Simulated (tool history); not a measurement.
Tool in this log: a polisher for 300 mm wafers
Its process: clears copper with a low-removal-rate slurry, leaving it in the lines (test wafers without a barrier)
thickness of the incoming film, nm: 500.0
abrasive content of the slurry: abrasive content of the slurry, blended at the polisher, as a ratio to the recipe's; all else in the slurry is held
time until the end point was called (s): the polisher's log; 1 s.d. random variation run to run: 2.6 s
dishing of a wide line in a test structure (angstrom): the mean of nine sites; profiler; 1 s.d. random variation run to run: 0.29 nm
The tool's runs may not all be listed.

| run | hour | flow of slurry (ml/min) | pressure of the wafer on the pad (psi) | speed of the pad under the wafer (cm/s) | abrasive content of the slurry | overpolish time after the end point (s) | time until the end point was called (s) | dishing of a wide line in a test structure (angstrom) |
|---|---|---|---|---|---|---|---|---|
| 1 | 0.0 | 285 | 3.6 | 122 | 1.00 | 12 | 164.47 | 296.45 |
| 2 | 1.8 | 285 | 4.2 | 122 | 1.00 | 12 | 143.14 | 339.60 |
| 3 | 9.9 | 285 | 5.0 | 122 | 1.00 | 12 | 125.83 | 397.51 |
| 4 | 18.3 | 285 | 5.0 | 132 | 1.00 | 12 | 117.64 | 418.02 |
| 5 | 22.5 | 280 | 4.1 | 150 | 0.95 | 9 | 124.40 | 299.99 |
| 6 | 26.8 | 280 | 3.4 | 150 | 0.95 | 9 | 143.83 | 246.80 |
| 7 | 33.0 | 270 | 3.2 | 162 | 0.90 | 7 | 146.65 | 201.03 |
| 8 | 39.0 | 220 | 3.6 | 184 | 0.65 | 4 | 128.73 | 139.86 |

Run 9 is up next; what results do you expect?
| 9 | 43.7 | 220 | 3.6 | 184 | 0.65 | 4 | ? | ? |

Run 9 came out at time until the end point was called (s) 125.36, dishing of a wide line in a test structure (angstrom) 141.20.
